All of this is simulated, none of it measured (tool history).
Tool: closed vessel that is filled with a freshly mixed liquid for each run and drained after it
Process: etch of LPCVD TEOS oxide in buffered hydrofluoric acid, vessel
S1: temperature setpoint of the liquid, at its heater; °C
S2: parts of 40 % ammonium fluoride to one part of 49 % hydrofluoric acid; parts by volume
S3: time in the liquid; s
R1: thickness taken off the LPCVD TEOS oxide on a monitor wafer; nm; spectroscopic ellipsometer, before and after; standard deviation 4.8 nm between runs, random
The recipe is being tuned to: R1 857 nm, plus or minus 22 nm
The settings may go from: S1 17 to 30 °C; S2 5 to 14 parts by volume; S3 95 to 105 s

| run | hour | S1 | S2 | S3 | R1 |
|---|---|---|---|---|---|
| 1 | 0 | 22 | 8.5 | 95 | 339.85 |
| 2 | 1.3 | 23 | 8 | 95 | 382.12 |
| 3 | 2.9 | 23 | 8 | 95 | 382.06 |
| 4 | 4.3 | 24 | 7.5 | 95 | 437.28 |
| 5 | 11.4 | 24 | 5.5 | 95 | 576.71 |
| 6 | 20.4 | 25 | 5.5 | 95 | 610.19 |
|  | 28 | thermometer replaced |
| 7 | 28 | 25.5 | 5.5 | 95 | 705.31 |
| 8 | 34.9 | 26.5 | 5.5 | 95 | 747.83 |

Exercise: of the 4 proposed moves below, exactly one satisfies all targets within the stated allowed misses. Which move is it?
| A | 41.8 | 25.5 | 5 | 105 | ? |
| B | 41.8 | 27 | 6 | 105 | ? |
| C | 41.8 | 29.5 | 5.5 | 100 | ? |
| D | 41.8 | 26.5 | 5.5 | 100 | ? |

| move | R1 |
|---|---|
| A | 844.16 |
| B | 784.18 |
| C | 917.53 |
| D | 782.71 |
A: all results land within tolerance of their targets
B: moves toward the targets from the last run without getting all of them in spec
C: the result that was furthest off in the last run now lies on the other side of its target
D: moves toward the targets from the last run without getting all of them in spec
Answer: A
